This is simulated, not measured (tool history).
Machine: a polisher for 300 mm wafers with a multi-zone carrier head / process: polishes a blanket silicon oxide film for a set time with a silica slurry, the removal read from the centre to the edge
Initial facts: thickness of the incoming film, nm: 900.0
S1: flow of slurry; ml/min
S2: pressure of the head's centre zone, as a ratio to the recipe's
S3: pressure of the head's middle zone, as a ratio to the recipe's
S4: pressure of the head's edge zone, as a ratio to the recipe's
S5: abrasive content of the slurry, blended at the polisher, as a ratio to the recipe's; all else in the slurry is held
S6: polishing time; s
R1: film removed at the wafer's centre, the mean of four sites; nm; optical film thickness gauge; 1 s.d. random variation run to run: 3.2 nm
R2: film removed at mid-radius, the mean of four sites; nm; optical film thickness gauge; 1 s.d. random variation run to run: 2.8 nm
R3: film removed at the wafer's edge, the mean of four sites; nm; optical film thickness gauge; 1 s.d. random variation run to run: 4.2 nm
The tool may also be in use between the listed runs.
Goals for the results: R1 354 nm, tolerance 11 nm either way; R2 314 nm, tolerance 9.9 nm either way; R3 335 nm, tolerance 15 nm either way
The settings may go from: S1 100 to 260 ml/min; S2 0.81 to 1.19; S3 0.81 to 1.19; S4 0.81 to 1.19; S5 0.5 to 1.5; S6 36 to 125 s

| run | hour | S1 | S2 | S3 | S4 | S5 | S6 | R1 | R2 | R3 |
|---|---|---|---|---|---|---|---|---|---|---|
| 1 | 0 | 165 | 1 | 1 | 1 | 1 | 80 | 230.76 | 225.06 | 226.88 |
| 2 | 1.7 | 165 | 1 | 1.08 | 1 | 1 | 80 | 228.51 | 240.99 | 223.09 |
| 3 | 3.9 | 175 | 1.03 | 1.06 | 1.05 | 1.15 | 81 | 255.04 | 257.59 | 250.74 |
| 4 | 5.6 | 175 | 1.03 | 1.06 | 1.05 | 0.95 | 81 | 240.45 | 234.92 | 229.94 |
| 5 | 12.1 | 175 | 1.03 | 1.06 | 1.11 | 0.95 | 81 | 236.61 | 236.72 | 235.31 |
| 6 | 15.8 | 215 | 1.03 | 1.06 | 1.11 | 0.95 | 81 | 246.02 | 248.93 | 241.86 |
| 7 | 16.4 | 215 | 1.06 | 1.04 | 1.13 | 1.1 | 82 | 272.61 | 262.68 | 265.17 |
| 8 | 23 | 215 | 1.08 | 1.03 | 1.14 | 1.2 | 83 | 288.2 | 270.04 | 279.63 |

Which single option among these 5 for the next run brings every result within its allowed miss of target? Just one does.
| A | 29.6 | 165 | 1.11 | 1.01 | 1.14 | 1.45 | 96 | ? | ? | ? |
| B | 29.6 | 210 | 0.81 | 1.02 | 1.19 | 1.3 | 90 | ? | ? | ? |
| C | 29.6 | 205 | 0.93 | 1.09 | 1.19 | 1.3 | 87 | ? | ? | ? |
| D | 29.6 | 215 | 1.06 | 0.99 | 1.11 | 1.25 | 107 | ? | ? | ? |
| E | 29.6 | 255 | 1.06 | 1.07 | 1.09 | 1.25 | 99 | ? | ? | ? |

| move | R1 | R2 | R3 |
|---|---|---|---|
| A | 357.47 | 316.05 | 338.53 |
| B | 243.87 | 297.89 | 319.99 |
| C | 270.16 | 303.52 | 308.3 |
| D | 375.84 | 340.85 | 362.52 |
| E | 355.96 | 343.85 | 337.12 |
A: all results land within tolerance of their targets
B: further off than the last run
C: further off than the last run
D: takes the result that was furthest off past its target
E: gets the furthest-off result to its target, but another result is out of tolerance
So the answer is move A, the one that meets all the targets.
